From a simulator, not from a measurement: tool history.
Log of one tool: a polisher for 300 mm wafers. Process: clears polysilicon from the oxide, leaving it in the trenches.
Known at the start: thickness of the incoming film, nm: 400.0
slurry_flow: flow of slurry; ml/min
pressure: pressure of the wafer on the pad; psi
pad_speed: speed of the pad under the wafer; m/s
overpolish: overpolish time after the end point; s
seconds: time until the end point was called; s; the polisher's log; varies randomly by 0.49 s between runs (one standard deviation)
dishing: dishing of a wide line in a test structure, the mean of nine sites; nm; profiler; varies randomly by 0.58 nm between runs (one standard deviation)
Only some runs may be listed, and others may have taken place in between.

run,hour,slurry_flow,pressure,pad_speed,overpolish,seconds,dishing
1,0.0,205,3.4,1.16,12,20.680,43.103
2,3.0,165,3.4,1.16,12,21.693,44.837
3,10.5,165,2.7,1.16,12,26.918,43.269
4,12.8,185,2.6,1.18,11,27.709,42.672
5,20.2,200,2.5,1.22,10,26.450,42.140
6,26.1,215,2.4,1.24,9,26.783,42.658

Forecast run 7:
7,27.6,225,2.4,1.24,9,?,?

seconds: 26.697 s
dishing: 41.829 nm
